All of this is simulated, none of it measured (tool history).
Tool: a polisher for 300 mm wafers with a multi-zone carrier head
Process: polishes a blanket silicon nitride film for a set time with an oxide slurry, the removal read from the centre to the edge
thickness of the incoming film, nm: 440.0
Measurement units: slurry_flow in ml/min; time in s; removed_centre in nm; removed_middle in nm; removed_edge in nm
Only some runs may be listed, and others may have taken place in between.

run	hour	slurry_flow	centre_zone	middle_zone	edge_zone	slurry_solids	time	removed_centre	removed_middle	removed_edge
1	0.0	300	1.00	1.00	1.00	1.00	43	54.269	55.056	55.690
2	5.8	295	0.99	0.98	1.00	1.00	43	53.603	53.067	55.529
3	9.9	290	0.98	0.97	1.00	1.00	43	52.814	53.236	55.189
4	17.9	290	0.98	0.90	1.00	1.00	43	52.932	49.985	56.583
5	24.6	290	0.98	0.90	1.00	1.00	37	45.419	43.153	47.941
6	29.2	295	0.98	0.90	1.02	1.00	37	46.160	43.344	47.992
7	38.0	295	0.97	0.89	1.03	1.05	37	47.020	44.732	49.663

What will run 8 give?
8	45.8	295	0.96	0.88	1.05	1.05	37	?	?	?

removed_centre: 45.250 nm
removed_middle: 44.586 nm
removed_edge: 50.705 nm
